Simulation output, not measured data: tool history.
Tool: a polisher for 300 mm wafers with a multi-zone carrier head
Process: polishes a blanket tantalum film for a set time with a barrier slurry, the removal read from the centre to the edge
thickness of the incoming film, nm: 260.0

run  hour  flow of slurry (ml/min)  pressure of the head's centre zone  pressure of the head's middle zone  pressure of the head's edge zone  abrasive content of the slurry  polishing time (s)  film removed at the wafer's centre (nm)  film removed at mid-radius (nm)  film removed at the wafer's edge (nm)
  1     0                      205                                   1                                   1                                 1                               1                  51                                   93.364                           94.583                                 95.142
  2   2.4                      245                                   1                                   1                                 1                               1                  51                                   95.117                           96.031                                 96.515
  3  10.3                      245                                   1                                0.92                                 1                               1                  51                                   96.302                           89.112                                 95.681
  4  11.9                      245                                1.04                                0.92                                 1                               1                  51                                   100.64                           90.451                                 97.085
  5  20.5                      245                                0.97                                0.92                                 1                               1                  51                                   93.151                           90.188                                 96.241
  6  27.4                      240                                0.98                                0.92                              1.04                            1.15                  54                                   103.05                           99.414                                 107.44
  7  30.3                      235                                0.99                                0.91                              1.08                            1.25                  57                                   110.08                           104.14                                 117.82
  8    33                      235                                1.01                                0.92                               1.1                            1.35                  59                                   119.37                           113.02                                 128.18
  9  34.3                      240                                1.03                                0.93                              1.12                             1.4                  60                                   124.45                            119.2                                 132.55
 10  40.7                      245                                1.04                                0.92                              1.14                            1.45                  61                                   132.92                           122.48                                 136.06

Run 11 comes next. What will it give?
 11  48.1                      245                                1.04                                0.92                              1.14                            1.45                  61                                        ?                                ?                                      ?

{"run 11": {"film removed at the wafer's centre (nm)": 132, "film removed at mid-radius (nm)": 117.61, "film removed at the wafer's edge (nm)": 134.66}}
